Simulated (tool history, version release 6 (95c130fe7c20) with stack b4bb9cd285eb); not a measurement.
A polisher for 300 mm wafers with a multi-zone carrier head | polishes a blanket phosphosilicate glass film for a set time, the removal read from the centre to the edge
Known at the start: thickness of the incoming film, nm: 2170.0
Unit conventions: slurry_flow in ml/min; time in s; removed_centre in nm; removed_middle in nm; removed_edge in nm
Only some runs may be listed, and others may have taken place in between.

run  hour  slurry_flow  centre_zone  middle_zone  edge_zone  slurry_solids  time  removed_centre  removed_middle  removed_edge
  1   0.0          315         1.00         1.00       1.00           1.00    44          451.86          438.03        442.93
  2   2.3          315         1.00         0.93       1.00           1.00    44          446.06          408.25        452.34
  3   3.1          315         1.00         0.87       1.00           1.00    44          444.08          385.69        451.05
  4   7.1          315         1.00         0.91       1.05           1.15    44          479.63          422.54        488.84
  5   9.9          370         1.00         0.91       1.05           1.15    44          477.60          432.12        500.62
  6  11.2          370         0.97         0.91       1.05           1.15    44          461.04          430.48        490.39
  7  18.3          395         0.99         0.95       1.10           1.25    44          500.31          463.54        527.11

Run 8 is up next; what results do you expect?
  8  21.2          405         0.99         0.97       1.13           1.35    44               ?               ?             ?

removed_centre: 510.46 nm
removed_middle: 486.67 nm
removed_edge: 550.20 nm
